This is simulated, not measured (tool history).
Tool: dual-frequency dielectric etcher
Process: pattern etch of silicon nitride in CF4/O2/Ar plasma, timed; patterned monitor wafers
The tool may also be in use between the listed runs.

run	hour	source power (W)	bias power (W)	Ar flow (sccm)	CF4 flow (sccm)	etch time (s)	mean etch depth across the wafer (nm)
1	0.0	720	55	102	71	156.5	400.36
2	0.8	600	55	102	71	156.5	339.31
3	3.9	600	59	102	71	156.5	348.42
4	10.2	550	57	103	70	156.5	317.27
5	18.8	550	57	113	70	156.5	311.45
6	25.9	550	57	113	77	156.5	317.51

The next listed run, before its measurement:
7	32.3	520	56	113	77	156.5	?

{"run 7": {"mean etch depth across the wafer (nm)": 299.79}}

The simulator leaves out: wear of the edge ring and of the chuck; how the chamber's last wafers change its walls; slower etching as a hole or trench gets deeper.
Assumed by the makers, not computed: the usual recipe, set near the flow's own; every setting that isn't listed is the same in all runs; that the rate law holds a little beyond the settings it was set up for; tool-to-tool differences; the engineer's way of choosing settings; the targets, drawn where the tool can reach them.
